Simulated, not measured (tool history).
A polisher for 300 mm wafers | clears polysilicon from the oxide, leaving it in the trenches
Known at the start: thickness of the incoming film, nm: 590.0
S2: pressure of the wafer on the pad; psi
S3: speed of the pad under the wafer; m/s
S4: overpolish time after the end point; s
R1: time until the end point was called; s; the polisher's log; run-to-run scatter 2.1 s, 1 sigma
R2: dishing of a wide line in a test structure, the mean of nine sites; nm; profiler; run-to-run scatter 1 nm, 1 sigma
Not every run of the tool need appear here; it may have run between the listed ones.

{"run": 1, "day": 0.0, "flow of slurry (ml/min)": 150, "S2": 1.8, "S3": 0.88, "S4": 28, "R1": 83.414, "R2": 54.299}
{"run": 2, "day": 0.133, "flow of slurry (ml/min)": 150, "S2": 1.7, "S3": 0.88, "S4": 27, "R1": 88.72, "R2": 49.398}
{"run": 3, "day": 0.308, "flow of slurry (ml/min)": 150, "S2": 1.6, "S3": 0.86, "S4": 29, "R1": 93.119, "R2": 51.082}
{"run": 4, "day": 0.4, "flow of slurry (ml/min)": 150, "S2": 1.6, "S3": 0.96, "S4": 29, "R1": 84.595, "R2": 51.532}
{"run": 5, "day": 0.592, "flow of slurry (ml/min)": 150, "S2": 1.5, "S3": 0.94, "S4": 30, "R1": 92.653, "R2": 52.081}
{"run": 6, "day": 0.883, "flow of slurry (ml/min)": 150, "S2": 1.4, "S3": 0.94, "S4": 30, "R1": 102.74, "R2": 50.311}

Forecast run 7:
{"run": 7, "day": 0.967, "flow of slurry (ml/min)": 150, "S2": 1.2, "S3": 0.92, "S4": 32, "R1": "?", "R2": "?"}

Run 7 gave R1 117.620 s, R2 51.059 nm.
